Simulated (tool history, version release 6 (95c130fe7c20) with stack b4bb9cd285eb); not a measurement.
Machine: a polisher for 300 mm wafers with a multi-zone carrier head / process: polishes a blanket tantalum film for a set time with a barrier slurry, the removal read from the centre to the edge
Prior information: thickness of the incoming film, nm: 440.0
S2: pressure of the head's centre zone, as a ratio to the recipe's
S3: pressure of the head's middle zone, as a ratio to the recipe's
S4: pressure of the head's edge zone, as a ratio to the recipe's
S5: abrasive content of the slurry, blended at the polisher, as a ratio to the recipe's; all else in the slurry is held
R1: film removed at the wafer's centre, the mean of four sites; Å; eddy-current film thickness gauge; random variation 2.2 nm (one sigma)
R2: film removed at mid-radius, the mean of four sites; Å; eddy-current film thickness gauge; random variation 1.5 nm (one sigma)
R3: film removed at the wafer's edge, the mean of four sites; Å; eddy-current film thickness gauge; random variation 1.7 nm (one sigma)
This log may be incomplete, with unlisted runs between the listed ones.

{"run": 1, "day": 0.0, "flow of slurry (ml/min)": 235, "S2": 1, "S3": 1, "S4": 1, "S5": 1, "polishing time (s)": 63, "R1": 1368.2, "R2": 1333.1, "R3": 1304.8}
{"run": 2, "day": 0.096, "flow of slurry (ml/min)": 240, "S2": 1.02, "S3": 1, "S4": 1.03, "S5": 1.05, "polishing time (s)": 63, "R1": 1440.5, "R2": 1367.1, "R3": 1388.4}
{"run": 3, "day": 0.275, "flow of slurry (ml/min)": 250, "S2": 1.05, "S3": 1.01, "S4": 1.04, "S5": 1.05, "polishing time (s)": 63, "R1": 1465.5, "R2": 1370, "R3": 1377.8}
{"run": 4, "day": 0.538, "flow of slurry (ml/min)": 250, "S2": 1.07, "S3": 1.01, "S4": 1.06, "S5": 1.1, "polishing time (s)": 63, "R1": 1542, "R2": 1386.6, "R3": 1374.2}
{"run": 5, "day": 0.85, "flow of slurry (ml/min)": 250, "S2": 1.07, "S3": 1.01, "S4": 1.02, "S5": 1.1, "polishing time (s)": 63, "R1": 1534.6, "R2": 1406.6, "R3": 1365.9}
{"run": 6, "day": 0.983, "flow of slurry (ml/min)": 255, "S2": 1.08, "S3": 1.01, "S4": 1.05, "S5": 1.15, "polishing time (s)": 63, "R1": 1553.2, "R2": 1425.4, "R3": 1420}
{"run": 7, "day": 1.083, "flow of slurry (ml/min)": 260, "S2": 1.1, "S3": 1.01, "S4": 1.07, "S5": 1.2, "polishing time (s)": 63, "R1": 1612.2, "R2": 1451.1, "R3": 1461.4}

What does the tool deliver on the next run?
{"run": 8, "day": 1.292, "flow of slurry (ml/min)": 265, "S2": 1.11, "S3": 1.01, "S4": 1.08, "S5": 1.2, "polishing time (s)": 63, "R1": "?", "R2": "?", "R3": "?"}

Run 8 came out at R1 1612.3 Å, R2 1439.5 Å, R3 1453.8 Å.
